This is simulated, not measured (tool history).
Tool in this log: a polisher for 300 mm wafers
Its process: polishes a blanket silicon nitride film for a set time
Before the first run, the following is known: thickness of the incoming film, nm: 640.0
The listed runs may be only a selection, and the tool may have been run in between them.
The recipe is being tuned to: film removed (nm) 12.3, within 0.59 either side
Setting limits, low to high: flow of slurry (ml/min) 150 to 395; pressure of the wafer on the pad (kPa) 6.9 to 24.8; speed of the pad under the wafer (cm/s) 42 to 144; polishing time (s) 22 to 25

run  hour  flow of slurry (ml/min)  pressure of the wafer on the pad (kPa)  speed of the pad under the wafer (cm/s)  polishing time (s)  film removed (nm)
  1     0                      250                                    15.9                                       92                  25             23.134
  2   3.2                      250                                    15.9                                       92                  22             20.501
  3  10.1                      250                                    15.9                                      110                  22             23.281
  4  18.8                      250                                    14.5                                      108                  22             21.544
  5  24.3                      250                                    13.1                                      104                  22             18.762
  6  27.7                      250                                    13.1                                      112                  22             19.494
  7  28.7                      250                                    12.4                                      112                  22             19.407
  8  33.1                      250                                    11.7                                      110                  22             18.207
  9  36.1                      245                                     7.6                                       98                  22             11.057
 10  39.6                      245                                     7.6                                       98                  22             10.852
 11  42.2                      250                                     8.3                                       98                  22              11.64

Below are 4 possible settings for the next run. Only one of them brings all results inside the allowed miss of their targets. Which is it?
  A  44.8                      215                                       9                                       96                  22                  ?
  B  44.8                      215                                     8.3                                      120                  23                  ?
  C  44.8                      310                                     8.3                                       98                  25                  ?
  D  44.8                      220                                       9                                      110                  23                  ?

move  film removed (nm)
   A             11.999
   B             13.902
   C             13.303
   D             14.022
A: every result within its allowed miss
B: pushes the last run's worst result past its target
C: pushes the last run's worst result past its target
D: pushes the last run's worst result past its target
Move A is the one to make.

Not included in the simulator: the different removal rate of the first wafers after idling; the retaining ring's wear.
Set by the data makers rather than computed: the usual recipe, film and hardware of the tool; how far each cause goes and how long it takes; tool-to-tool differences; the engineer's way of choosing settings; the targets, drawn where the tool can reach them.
